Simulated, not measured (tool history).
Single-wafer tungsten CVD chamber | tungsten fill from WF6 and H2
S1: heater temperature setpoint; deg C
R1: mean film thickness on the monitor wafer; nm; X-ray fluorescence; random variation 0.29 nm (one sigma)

Run 1, hour 0: S1 380 deg C, chamber pressure (Pa) 4666, deposition time (s) 36.7. Result: R1 78.412 nm.
Run 2, hour 4.2: S1 380 deg C, chamber pressure (Pa) 4666, deposition time (s) 37.9. Result: R1 80.528 nm.
Run 3, hour 10: S1 382 deg C, chamber pressure (Pa) 4680, deposition time (s) 37.9. Result: R1 83.793 nm.
Run 4, hour 12.9: S1 384 deg C, chamber pressure (Pa) 4693, deposition time (s) 37.9. Result: R1 87.297 nm.
Run 5, hour 18.4: S1 385 deg C, chamber pressure (Pa) 4693, deposition time (s) 37.9. Result: R1 88.684 nm.
Run 6, hour 25.4: S1 385 deg C, chamber pressure (Pa) 4693, deposition time (s) 36.7. Result: R1 86.074 nm.
Run 7, hour 26.1: S1 385 deg C, chamber pressure (Pa) 4693, deposition time (s) 36.7. Result: R1 85.897 nm.

Run 8 comes next. What will it give?
Run 8, hour 32.3: S1 387 deg C, chamber pressure (Pa) 4706, deposition time (s) 36.7. Result: R1 ?.

R1: 88.757 nm
